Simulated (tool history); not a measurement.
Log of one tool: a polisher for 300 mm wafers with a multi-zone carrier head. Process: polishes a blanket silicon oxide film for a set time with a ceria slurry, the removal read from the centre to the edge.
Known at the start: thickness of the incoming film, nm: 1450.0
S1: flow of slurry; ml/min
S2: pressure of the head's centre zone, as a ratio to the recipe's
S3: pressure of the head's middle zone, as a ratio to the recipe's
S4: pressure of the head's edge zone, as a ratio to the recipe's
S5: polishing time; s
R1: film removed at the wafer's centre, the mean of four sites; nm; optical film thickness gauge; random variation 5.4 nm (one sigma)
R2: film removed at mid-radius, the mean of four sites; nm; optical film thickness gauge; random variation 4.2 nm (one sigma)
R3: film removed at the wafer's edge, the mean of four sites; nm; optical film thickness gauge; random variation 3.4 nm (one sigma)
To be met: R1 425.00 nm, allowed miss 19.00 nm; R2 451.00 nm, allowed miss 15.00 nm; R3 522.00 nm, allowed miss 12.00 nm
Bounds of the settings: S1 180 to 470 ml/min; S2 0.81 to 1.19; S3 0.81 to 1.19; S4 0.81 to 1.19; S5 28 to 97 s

run,hour,S1,S2,S3,S4,S5,R1,R2,R3
1,0.0,300,1.00,1.00,1.00,62,432.46,430.97,435.61
2,1.1,305,0.97,0.99,1.05,63,429.41,436.39,449.94
3,4.5,305,0.97,1.07,1.05,63,419.21,463.35,445.15
4,11.7,305,1.03,1.07,1.05,63,452.67,464.42,451.95
5,19.1,305,1.03,1.07,1.05,57,413.34,415.33,405.69
6,20.2,305,1.03,1.07,1.05,49,355.39,360.39,346.32
7,24.0,295,0.99,1.03,1.09,54,379.18,382.32,392.89
8,28.3,285,0.96,1.01,1.12,58,394.96,399.71,430.31
9,36.0,280,0.94,1.00,1.14,60,389.43,417.33,445.13
10,43.8,280,0.93,0.98,1.15,62,397.18,426.41,463.48

Which of these 4 next moves meets every target?
A,51.6,205,0.91,0.94,1.19,71,?,?,?
B,51.6,340,0.87,1.12,1.18,64,?,?,?
C,51.6,260,0.93,0.99,1.17,66,?,?,?
D,51.6,285,0.87,1.02,1.19,64,?,?,?

move,R1,R2,R3
A,435.99,455.15,524.76
B,401.64,492.18,491.46
C,429.41,452.58,494.87
D,393.86,452.82,487.77
A: meets every target
B: nearer than the last run, and not there yet
C: nearer than the last run, and not there yet
D: nearer than the last run, and not there yet
The right move is A.

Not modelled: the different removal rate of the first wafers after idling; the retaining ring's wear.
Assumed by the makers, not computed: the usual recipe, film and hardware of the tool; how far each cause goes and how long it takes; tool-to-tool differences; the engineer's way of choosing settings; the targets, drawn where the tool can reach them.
